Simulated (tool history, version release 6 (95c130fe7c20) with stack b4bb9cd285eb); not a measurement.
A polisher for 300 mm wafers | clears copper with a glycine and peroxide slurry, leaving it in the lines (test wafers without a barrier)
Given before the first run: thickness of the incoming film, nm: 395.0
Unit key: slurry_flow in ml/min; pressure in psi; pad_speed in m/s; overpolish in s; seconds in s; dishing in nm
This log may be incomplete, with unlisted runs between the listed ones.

run 1 day=0.000 | slurry_flow=235 pressure=3.4 pad_speed=0.82 overpolish=25 | seconds=63.586 dishing=86.451
run 2 day=0.050 | slurry_flow=190 pressure=3.4 pad_speed=0.82 overpolish=25 | seconds=63.709 dishing=83.847
run 3 day=0.317 | slurry_flow=245 pressure=3.4 pad_speed=0.82 overpolish=25 | seconds=62.353 dishing=87.453
run 4 day=0.679 | slurry_flow=245 pressure=3.4 pad_speed=0.82 overpolish=20 | seconds=63.833 dishing=72.853
run 5 day=0.996 | slurry_flow=245 pressure=3.4 pad_speed=0.82 overpolish=13 | seconds=64.401 dishing=53.384
run 6 day=1.212 | slurry_flow=220 pressure=3.7 pad_speed=0.90 overpolish=12 | seconds=55.433 dishing=54.705
run 7 day=1.521 | slurry_flow=220 pressure=4.0 pad_speed=0.92 overpolish=11 | seconds=52.394 dishing=55.086
run 8 day=1.821 | slurry_flow=210 pressure=4.3 pad_speed=0.98 overpolish=10 | seconds=45.769 dishing=57.165
run 9 day=2.000 | slurry_flow=195 pressure=4.5 pad_speed=1.02 overpolish=10 | seconds=43.657 dishing=60.729

Forecast run 10:
run 10 day=2.096 | slurry_flow=260 pressure=4.1 pad_speed=1.16 overpolish=8 | seconds=? dishing=?

{"run 10": {"seconds": 41.796, "dishing": 52.939}}
